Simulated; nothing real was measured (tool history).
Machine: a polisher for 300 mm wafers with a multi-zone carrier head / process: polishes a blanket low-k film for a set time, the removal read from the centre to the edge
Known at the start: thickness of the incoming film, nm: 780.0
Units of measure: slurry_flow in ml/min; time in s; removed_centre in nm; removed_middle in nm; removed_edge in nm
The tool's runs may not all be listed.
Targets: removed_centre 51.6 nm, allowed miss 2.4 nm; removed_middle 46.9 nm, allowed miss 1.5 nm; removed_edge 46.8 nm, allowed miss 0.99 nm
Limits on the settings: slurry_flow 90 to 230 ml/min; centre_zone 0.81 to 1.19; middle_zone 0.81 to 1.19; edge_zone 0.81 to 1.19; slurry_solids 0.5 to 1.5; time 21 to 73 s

run	hour	slurry_flow	centre_zone	middle_zone	edge_zone	slurry_solids	time	removed_centre	removed_middle	removed_edge
1	0	150	1	1	1	1	47	30.319	31.781	31.783
2	6.8	150	1	1	1	1.1	47	32.47	33.675	33.869
3	14.3	160	1.03	1.01	1.02	1.15	47	34.712	35.049	35.591
4	22.9	170	1.06	1.03	1.03	1.2	47	36.852	37.109	36.598
5	28.3	175	1.08	1.03	1.05	1.25	47	37.665	37.649	37.772
6	31.6	175	1.04	1.03	1.05	1.25	47	36.7	37.994	38.06
7	33	180	1.06	1.03	1.05	1.3	47	38.718	38.983	38.338
8	36.4	185	1.08	1.03	1.06	1.35	47	40.441	39.801	39.906
9	43.2	190	1.1	1.03	1.07	1.35	47	41.554	40.104	40.242
10	46.4	195	1.11	1.03	1.08	1.35	47	42.175	39.576	40.368
11	55.1	200	1.12	1.04	1.09	1.35	47	42.518	39.744	40.494

Pick the move, out of 4, that brings all results within their allowed miss; only one does.
A	63.8	160	1.05	1.16	1.07	1.2	42	?	?	?
B	63.8	200	1.19	1.06	1.13	1.45	52	?	?	?
C	63.8	195	1.11	1.16	0.94	1.4	43	?	?	?
D	63.8	230	1.05	1.05	0.92	1.3	60	?	?	?

move	removed_centre	removed_middle	removed_edge
A	32.19	35.448	32.834
B	51.504	46.067	47.007
C	38.974	40.412	34.839
D	50.998	51.269	47.428
A: the biggest miss grows against the last run
B: in spec on every target
C: the biggest miss grows against the last run
D: brings the last run's worst result on target, with another outside its allowed miss
Answer: B
